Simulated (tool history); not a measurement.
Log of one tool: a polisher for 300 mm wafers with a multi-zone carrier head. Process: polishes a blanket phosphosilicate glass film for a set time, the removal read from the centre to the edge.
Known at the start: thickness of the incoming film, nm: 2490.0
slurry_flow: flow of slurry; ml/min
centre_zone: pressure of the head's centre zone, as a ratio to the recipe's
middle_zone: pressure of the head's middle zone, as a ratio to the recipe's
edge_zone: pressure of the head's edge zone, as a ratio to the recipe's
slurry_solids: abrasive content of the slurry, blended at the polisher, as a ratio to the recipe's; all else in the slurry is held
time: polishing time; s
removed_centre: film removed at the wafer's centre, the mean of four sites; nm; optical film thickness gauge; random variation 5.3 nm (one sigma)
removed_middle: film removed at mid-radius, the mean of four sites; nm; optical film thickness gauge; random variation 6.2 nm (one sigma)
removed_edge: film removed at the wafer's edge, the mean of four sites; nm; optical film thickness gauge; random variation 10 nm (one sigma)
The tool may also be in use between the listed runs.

run  hour  slurry_flow  centre_zone  middle_zone  edge_zone  slurry_solids  time  removed_centre  removed_middle  removed_edge
  1   0.0          215         1.00         1.00       1.00           1.00    85          728.91          719.44        731.75
  2   4.2          205         1.00         0.97       0.99           1.00    85          708.13          691.00        735.99
  3   9.0          205         0.97         0.97       0.99           1.00    85          700.91          701.72        743.42
  4  13.8          200         0.98         0.95       0.98           0.95    85          686.21          657.01        711.23
  5  22.0          200         0.98         0.95       1.02           0.95    85          692.77          660.81        709.20
  6  24.3          190         0.98         0.94       1.02           0.95    85          674.00          646.44        729.68

Run 7 comes next. What will it give?
  7  28.3          190         0.99         0.93       1.01           0.95    85               ?               ?             ?

removed_centre: 679.11 nm
removed_middle: 647.14 nm
removed_edge: 715.71 nm
